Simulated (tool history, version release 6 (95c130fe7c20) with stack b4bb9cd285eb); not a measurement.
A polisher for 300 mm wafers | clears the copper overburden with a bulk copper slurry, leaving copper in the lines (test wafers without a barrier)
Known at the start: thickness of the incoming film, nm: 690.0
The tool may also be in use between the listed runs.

| run | hour | flow of slurry (ml/min) | pressure of the wafer on the pad (psi) | speed of the pad under the wafer (m/s) | abrasive content of the slurry | overpolish time after the end point (s) | time until the end point was called (s) | dishing of a wide line in a test structure (nm) |
|---|---|---|---|---|---|---|---|---|
| 1 | 0 | 155 | 3.1 | 1.4 | 1 | 12 | 35.363 | 107.6 |
| 2 | 4.1 | 155 | 2.8 | 1.38 | 1 | 14 | 39.162 | 111.29 |
| 3 | 11.7 | 155 | 2.8 | 1.52 | 1 | 14 | 34.779 | 113.71 |
| 4 | 15.1 | 155 | 2.5 | 1.48 | 1 | 16 | 39.782 | 114.75 |
| 5 | 22.6 | 155 | 2.3 | 1.46 | 1 | 18 | 43.206 | 118.47 |
| 6 | 25 | 155 | 3 | 1.46 | 1 | 18 | 34.193 | 132.04 |

Run 7 comes next. What will it give?
| 7 | 28.9 | 155 | 2.7 | 1.44 | 1 | 19 | ? | ? |

Run 7 gave time until the end point was called (s) 38.461, dishing of a wide line in a test structure (nm) 125.69.

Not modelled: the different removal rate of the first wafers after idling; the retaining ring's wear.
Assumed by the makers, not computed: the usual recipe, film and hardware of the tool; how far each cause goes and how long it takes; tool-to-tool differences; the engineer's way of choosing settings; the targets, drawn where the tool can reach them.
